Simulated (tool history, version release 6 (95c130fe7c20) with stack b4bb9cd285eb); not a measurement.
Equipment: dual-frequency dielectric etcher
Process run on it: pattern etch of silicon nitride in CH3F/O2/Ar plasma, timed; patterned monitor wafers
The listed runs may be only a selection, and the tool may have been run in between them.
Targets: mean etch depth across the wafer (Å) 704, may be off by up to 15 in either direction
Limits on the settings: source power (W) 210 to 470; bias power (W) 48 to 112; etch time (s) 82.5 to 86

| run | hour | source power (W) | bias power (W) | etch time (s) | mean etch depth across the wafer (Å) |
|---|---|---|---|---|---|
| 1 | 0 | 340 | 80 | 82.5 | 581.89 |
| 2 | 8.6 | 360 | 83 | 82.5 | 603.22 |
| 3 | 11.1 | 360 | 75 | 82.5 | 572.19 |
| 4 | 15.1 | 360 | 75 | 82.5 | 571.35 |
| 5 | 22.5 | 370 | 79 | 82.5 | 588.02 |
| 6 | 28.3 | 370 | 79 | 82.5 | 589.75 |
| 7 | 33 | 380 | 83 | 82.5 | 608.07 |
| 8 | 40.5 | 390 | 86 | 82.5 | 625.69 |
| 9 | 42 | 400 | 88 | 82.5 | 635.48 |
| 10 | 44.6 | 410 | 90 | 82.5 | 647.18 |
| 11 | 48.8 | 420 | 92 | 82.5 | 658.28 |
| 12 | 52.6 | 430 | 93 | 82.5 | 666.95 |
| 13 | 55.7 | 430 | 94 | 82.5 | 671.54 |
| 14 | 58.6 | 430 | 95 | 82.5 | 674.22 |

Consider the 5 candidate settings below. Which is the only one whose results all fall within their allowed miss of target?
| A | 61.5 | 440 | 94 | 82.5 | ? |
| B | 61.5 | 470 | 97 | 84 | ? |
| C | 61.5 | 400 | 90 | 85.5 | ? |
| D | 61.5 | 430 | 87 | 82.5 | ? |
| E | 61.5 | 410 | 96 | 82.5 | ? |

| move | mean etch depth across the wafer (Å) |
|---|---|
| A | 674.65 |
| B | 709.13 |
| C | 668.69 |
| D | 643.43 |
| E | 671.86 |
A: about the same distance from the targets as the last run
B: each result inside its tolerance
C: further off than the last run
D: further off than the last run
E: further off than the last run
So the answer is move B, the one that meets all the targets.

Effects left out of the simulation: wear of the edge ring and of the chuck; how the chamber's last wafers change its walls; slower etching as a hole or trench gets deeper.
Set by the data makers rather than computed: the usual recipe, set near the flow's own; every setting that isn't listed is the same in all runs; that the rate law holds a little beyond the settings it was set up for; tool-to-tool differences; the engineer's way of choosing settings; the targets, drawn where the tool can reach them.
